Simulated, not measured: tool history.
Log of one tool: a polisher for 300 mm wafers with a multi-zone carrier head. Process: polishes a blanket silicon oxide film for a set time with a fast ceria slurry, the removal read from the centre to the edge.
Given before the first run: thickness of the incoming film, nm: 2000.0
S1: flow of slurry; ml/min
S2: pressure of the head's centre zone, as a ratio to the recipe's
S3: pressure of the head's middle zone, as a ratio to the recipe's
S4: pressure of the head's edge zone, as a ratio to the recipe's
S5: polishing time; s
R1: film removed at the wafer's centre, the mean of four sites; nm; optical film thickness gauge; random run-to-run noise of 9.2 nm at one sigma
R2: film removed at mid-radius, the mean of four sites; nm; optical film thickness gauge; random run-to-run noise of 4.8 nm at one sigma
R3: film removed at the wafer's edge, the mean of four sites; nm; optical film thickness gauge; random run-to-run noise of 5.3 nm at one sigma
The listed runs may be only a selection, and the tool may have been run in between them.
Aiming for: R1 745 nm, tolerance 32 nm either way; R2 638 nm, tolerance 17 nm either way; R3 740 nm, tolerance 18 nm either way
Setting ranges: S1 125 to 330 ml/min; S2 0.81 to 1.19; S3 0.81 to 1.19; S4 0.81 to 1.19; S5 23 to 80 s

run 1 hour=0 | S1=210 S2=1 S3=1 S4=1 S5=51 | R1=806.21 R2=818.38 R3=794.21
run 2 hour=7.3 | S1=205 S2=1 S3=0.98 S4=1 S5=51 | R1=818.69 R2=814.35 R3=792.67
run 3 hour=14.1 | S1=200 S2=1 S3=0.96 S4=1.01 S5=50 | R1=787.33 R2=771.45 R3=787.22
run 4 hour=16.2 | S1=195 S2=1 S3=0.94 S4=1 S5=50 | R1=800.16 R2=757.69 R3=777.22
run 5 hour=22.6 | S1=160 S2=1 S3=0.94 S4=1 S5=50 | R1=770.86 R2=724.68 R3=755.89
run 6 hour=23.9 | S1=160 S2=1 S3=0.94 S4=1.05 S5=50 | R1=744.43 R2=724.71 R3=775.49
run 7 hour=30.6 | S1=155 S2=1 S3=0.93 S4=1.05 S5=50 | R1=735.38 R2=721.82 R3=771.55
run 8 hour=36.7 | S1=150 S2=1 S3=0.92 S4=1.05 S5=50 | R1=757.98 R2=693.6 R3=767.45
run 9 hour=42.5 | S1=150 S2=1 S3=0.91 S4=1.05 S5=50 | R1=732.87 R2=702.46 R3=758.22
run 10 hour=44.4 | S1=145 S2=1.01 S3=0.9 S4=1.05 S5=50 | R1=740.92 R2=695.2 R3=766.76
run 11 hour=48 | S1=145 S2=1.01 S3=0.89 S4=1.04 S5=50 | R1=755.16 R2=679.97 R3=754.41
run 12 hour=50.4 | S1=145 S2=1.01 S3=0.88 S4=1.04 S5=50 | R1=737.26 R2=662.92 R3=760.51
run 13 hour=54.8 | S1=135 S2=1.02 S3=0.87 S4=1.02 S5=50 | R1=746.13 R2=661.74 R3=742.52

Exercise: of the 4 proposed moves below, exactly one satisfies all targets within the stated allowed misses. Which move is it?
run A hour=59.2 | S1=155 S2=1.04 S3=0.91 S4=1.04 S5=50 | R1=? R2=? R3=?
run B hour=59.2 | S1=130 S2=1 S3=0.91 S4=0.93 S5=53 | R1=? R2=? R3=?
run C hour=59.2 | S1=180 S2=1.04 S3=0.85 S4=1.06 S5=47 | R1=? R2=? R3=?
run D hour=59.2 | S1=140 S2=0.95 S3=0.95 S4=0.95 S5=50 | R1=? R2=? R3=?

move=A R1=771.93 R2=706.92 R3=767.22
move=B R1=752.02 R2=718.06 R3=747.68
move=C R1=750.04 R2=647.11 R3=744.57
move=D R1=692.34 R2=715.99 R3=721.78
A: lands further from the targets than the last run did
B: lands further from the targets than the last run did
C: every result within its allowed miss
D: lands further from the targets than the last run did
The right move is C.

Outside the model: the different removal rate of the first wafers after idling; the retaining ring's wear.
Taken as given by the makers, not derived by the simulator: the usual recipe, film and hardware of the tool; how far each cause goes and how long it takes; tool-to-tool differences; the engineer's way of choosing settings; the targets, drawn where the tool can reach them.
